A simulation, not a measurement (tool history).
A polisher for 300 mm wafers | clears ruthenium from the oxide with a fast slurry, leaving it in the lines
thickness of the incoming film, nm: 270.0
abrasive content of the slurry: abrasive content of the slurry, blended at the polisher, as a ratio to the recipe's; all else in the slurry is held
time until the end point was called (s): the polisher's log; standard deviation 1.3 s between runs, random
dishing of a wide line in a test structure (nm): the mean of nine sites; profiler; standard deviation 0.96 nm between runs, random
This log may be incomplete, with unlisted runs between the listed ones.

run    day  flow of slurry (ml/min)  pressure of the wafer on the pad (kPa)  speed of the pad under the wafer (m/s)  abrasive content of the slurry  overpolish time after the end point (s)  time until the end point was called (s)  dishing of a wide line in a test structure (nm)
  1  0.000                      120                                    19.3                                    0.86                            1.00                                       23                                   69.737                                           75.274
  2  0.358                      120                                    19.3                                    0.86                            1.00                                       30                                   69.309                                           90.914
  3  0.392                      115                                    18.6                                    0.86                            1.00                                       31                                   71.241                                           93.006
  4  0.575                      115                                    18.6                                    0.86                            1.05                                       31                                   70.640                                           94.724
  5  0.883                      115                                    20.7                                    0.86                            1.05                                       31                                   65.171                                          100.200
  6  0.954                      115                                    20.7                                    1.04                            1.05                                       31                                   53.158                                          118.670
  7  1.146                      110                                    18.6                                    1.04                            1.05                                       31                                   58.255                                          109.710

What will run 8 give?
  8  1.304                      100                                    13.1                                    0.98                            1.05                                       35                                        ?                                                ?

{"run 8": {"time until the end point was called (s)": 84.553, "dishing of a wide line in a test structure (nm)": 89.33}}
